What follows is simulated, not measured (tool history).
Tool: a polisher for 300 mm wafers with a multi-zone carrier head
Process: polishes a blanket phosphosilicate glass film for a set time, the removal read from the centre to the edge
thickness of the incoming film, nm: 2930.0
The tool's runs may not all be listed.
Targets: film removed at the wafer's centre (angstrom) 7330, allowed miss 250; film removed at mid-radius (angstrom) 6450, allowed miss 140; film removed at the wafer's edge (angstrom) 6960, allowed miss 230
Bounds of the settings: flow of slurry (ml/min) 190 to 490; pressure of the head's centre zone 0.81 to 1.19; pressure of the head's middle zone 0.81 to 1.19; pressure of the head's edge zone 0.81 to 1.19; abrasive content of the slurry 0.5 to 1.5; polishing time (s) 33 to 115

run    day  flow of slurry (ml/min)  pressure of the head's centre zone  pressure of the head's middle zone  pressure of the head's edge zone  abrasive content of the slurry  polishing time (s)  film removed at the wafer's centre (angstrom)  film removed at mid-radius (angstrom)  film removed at the wafer's edge (angstrom)
  1      0                      315                                   1                                   1                                 1                               1                  73                                           5807                                   5789                                       5963.2
  2  0.358                      330                                1.05                                1.01                              1.05                            1.05                  73                                         6192.2                                 6004.9                                       6236.6
  3  0.504                      330                                1.05                                0.97                              1.05                            1.05                  73                                         6204.7                                 5914.7                                       6261.5
  4  0.579                      330                                1.12                                0.97                              1.05                            1.05                  73                                         6490.3                                   5792                                       6155.1
  5  0.608                      330                                1.12                                0.97                              1.05                            1.05                  55                                         4871.4                                   4407                                       4745.8
  6  0.933                      375                                1.12                                0.97                              1.05                            1.05                  55                                           5028                                 4462.1                                         4669
  7  1.125                      370                                1.14                                0.98                              1.08                             1.2                  58                                         5672.7                                 5004.8                                       5383.8
  8  1.379                      375                                1.16                                   1                               1.1                             1.3                  60                                         6131.8                                 5453.4                                       5693.3
  9  1.562                      370                                1.16                                   1                              1.12                            1.35                  62                                         6493.7                                   5753                                         6061
 10  1.925                      365                                1.16                                   1                              1.13                             1.4                  63                                         6549.4                                 5942.7                                       6301.1
 11  1.971                      445                                1.19                                0.99                              1.16                             1.5                  65                                         7269.7                                 6285.5                                       6979.9

Which of these 4 next moves meets every target?
  A  2.017                      340                                1.19                                0.96                              1.16                             1.4                  66                                              ?                                      ?                                            ?
  B  2.017                      475                                1.18                                   1                              1.15                             1.5                  66                                              ?                                      ?                                            ?
  C  2.017                      450                                1.19                                   1                              1.16                            1.45                  64                                              ?                                      ?                                            ?
  D  2.017                      445                                 1.1                                0.91                              1.19                             1.5                  69                                              ?                                      ?                                            ?

move  film removed at the wafer's centre (angstrom)  film removed at mid-radius (angstrom)  film removed at the wafer's edge (angstrom)
   A                                         7005.7                                 5931.8                                         6726
   B                                         7346.9                                 6464.1                                       7005.3
   C                                           7057                                   6168                                         6720
   D                                         7214.6                                 6219.5                                       7439.5
A: further off than the last run
B: meets every target
C: further off than the last run
D: further off than the last run
Answer: B

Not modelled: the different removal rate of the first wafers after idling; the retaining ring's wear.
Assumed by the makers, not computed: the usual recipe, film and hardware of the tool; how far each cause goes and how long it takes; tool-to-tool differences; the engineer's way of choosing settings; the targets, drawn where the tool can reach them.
